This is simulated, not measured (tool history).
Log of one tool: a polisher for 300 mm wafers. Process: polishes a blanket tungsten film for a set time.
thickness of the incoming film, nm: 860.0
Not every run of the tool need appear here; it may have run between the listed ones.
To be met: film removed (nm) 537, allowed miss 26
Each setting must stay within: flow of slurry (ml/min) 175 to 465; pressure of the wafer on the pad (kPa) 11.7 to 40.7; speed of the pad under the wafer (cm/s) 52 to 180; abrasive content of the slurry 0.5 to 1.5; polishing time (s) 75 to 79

run,hour,flow of slurry (ml/min),pressure of the wafer on the pad (kPa),speed of the pad under the wafer (cm/s),abrasive content of the slurry,polishing time (s),film removed (nm)
1,0,295,26.2,116,1,75,363.14
2,3.6,295,28.3,116,1,75,399.3
3,7.6,295,29.6,116,1,75,425.99
4,10.4,295,29.6,116,1,79,448.16
5,19,295,29.6,90,1,79,348.01
6,26.5,295,31.7,90,1,79,366.93
7,34,295,33.1,92,1,79,404.26
8,35.3,295,34.5,92,1,79,412.4
9,35.9,295,35.9,94,1,79,432.68
10,40.3,295,36.5,96,1,79,451.37
11,47.8,295,37.2,98,1,79,456.68
12,50,295,37.9,100,1,79,492.46
13,55.4,295,38.6,100,1,79,489.47

Next run, 4 choices. One meets every target within its allowed miss, the rest don't. Which?
A,60.8,310,37.2,94,1.05,79,?
B,60.8,325,40.7,86,1.2,79,?
C,60.8,295,31.7,118,1.1,76,?
D,60.8,280,40,106,1,77,?

move,film removed (nm)
A,465.97
B,486.34
C,481.85
D,534.73
A: the biggest miss grows against the last run
B: the biggest miss grows against the last run
C: the biggest miss grows against the last run
D: in spec on every target
So the answer is move D, the one that meets all the targets.
